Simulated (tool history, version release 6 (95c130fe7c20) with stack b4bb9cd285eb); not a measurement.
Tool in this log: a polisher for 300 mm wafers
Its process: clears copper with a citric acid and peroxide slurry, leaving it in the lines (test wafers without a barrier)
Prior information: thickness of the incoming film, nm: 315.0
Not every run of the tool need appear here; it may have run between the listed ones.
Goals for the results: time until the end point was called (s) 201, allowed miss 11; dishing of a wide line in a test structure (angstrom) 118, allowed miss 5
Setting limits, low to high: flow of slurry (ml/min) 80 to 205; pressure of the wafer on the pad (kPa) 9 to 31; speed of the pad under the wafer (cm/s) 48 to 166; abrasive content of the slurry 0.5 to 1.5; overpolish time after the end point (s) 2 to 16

| run | day | flow of slurry (ml/min) | pressure of the wafer on the pad (kPa) | speed of the pad under the wafer (cm/s) | abrasive content of the slurry | overpolish time after the end point (s) | time until the end point was called (s) | dishing of a wide line in a test structure (angstrom) |
|---|---|---|---|---|---|---|---|---|
| 1 | 0 | 135 | 20 | 106 | 1 | 8 | 158.97 | 133.25 |
| 2 | 0.179 | 135 | 20 | 106 | 0.85 | 8 | 166.27 | 124.88 |
| 3 | 0.35 | 135 | 20 | 106 | 0.85 | 10 | 165.55 | 161.52 |
| 4 | 0.629 | 135 | 22.1 | 106 | 0.85 | 10 | 150.7 | 172.96 |
| 5 | 0.812 | 135 | 21.4 | 106 | 0.85 | 10 | 153.37 | 166.79 |
| 6 | 1.058 | 135 | 19.3 | 106 | 0.85 | 10 | 166.48 | 152.12 |
| 7 | 1.125 | 135 | 18.6 | 106 | 0.85 | 10 | 174.1 | 149.77 |
| 8 | 1.425 | 135 | 17.9 | 106 | 0.85 | 10 | 181.72 | 144.24 |
| 9 | 1.583 | 135 | 17.2 | 106 | 0.8 | 9 | 186.65 | 126.17 |
| 10 | 1.679 | 130 | 17.2 | 106 | 0.8 | 9 | 188.67 | 124.81 |

Next run, 5 choices. One meets every target within its allowed miss, the rest don't. Which?
| A | 1.775 | 155 | 17.9 | 92 | 0.8 | 9 | ? | ? |
| B | 1.775 | 105 | 17.9 | 116 | 0.95 | 9 | ? | ? |
| C | 1.775 | 165 | 14.5 | 98 | 0.75 | 9 | ? | ? |
| D | 1.775 | 130 | 13.1 | 112 | 0.85 | 9 | ? | ? |
| E | 1.775 | 130 | 15.2 | 112 | 0.85 | 8 | ? | ? |

| move | time until the end point was called (s) | dishing of a wide line in a test structure (angstrom) |
|---|---|---|
| A | 202.22 | 116.9 |
| B | 171.6 | 136.86 |
| C | 228.5 | 103.62 |
| D | 221.14 | 106.8 |
| E | 197.93 | 106.29 |
A: each result inside its tolerance
B: misses by more than the last run did
C: takes the biggest miss from the last run beyond its target
D: takes the biggest miss from the last run beyond its target
E: takes the biggest miss from the last run beyond its target
Correct choice: A, which meets every target
